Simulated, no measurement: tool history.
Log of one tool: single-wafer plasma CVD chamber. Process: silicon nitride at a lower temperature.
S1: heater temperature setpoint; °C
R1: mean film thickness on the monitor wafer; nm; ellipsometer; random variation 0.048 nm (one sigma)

{"run": 1, "hour": 0.0, "S1": 355, "chamber pressure (Torr)": 1.25, "RF power (kW)": 0.275, "deposition time (s)": 23.7, "R1": 23.518}
{"run": 2, "hour": 4.8, "S1": 355, "chamber pressure (Torr)": 1.18, "RF power (kW)": 0.27, "deposition time (s)": 23.7, "R1": 22.921}
{"run": 3, "hour": 7.4, "S1": 355, "chamber pressure (Torr)": 1.18, "RF power (kW)": 0.27, "deposition time (s)": 22.6, "R1": 21.788}
{"run": 4, "hour": 14.6, "S1": 364, "chamber pressure (Torr)": 1.18, "RF power (kW)": 0.27, "deposition time (s)": 22.6, "R1": 21.789}
{"run": 5, "hour": 16.8, "S1": 374, "chamber pressure (Torr)": 1.18, "RF power (kW)": 0.27, "deposition time (s)": 22.6, "R1": 21.611}
{"run": 6, "hour": 19.7, "S1": 374, "chamber pressure (Torr)": 1.15, "RF power (kW)": 0.27, "deposition time (s)": 22.6, "R1": 21.536}

Forecast run 7:
{"run": 7, "hour": 24.0, "S1": 374, "chamber pressure (Torr)": 1.13, "RF power (kW)": 0.27, "deposition time (s)": 22.6, "R1": "?"}

{"run 7": {"R1": 21.393}}
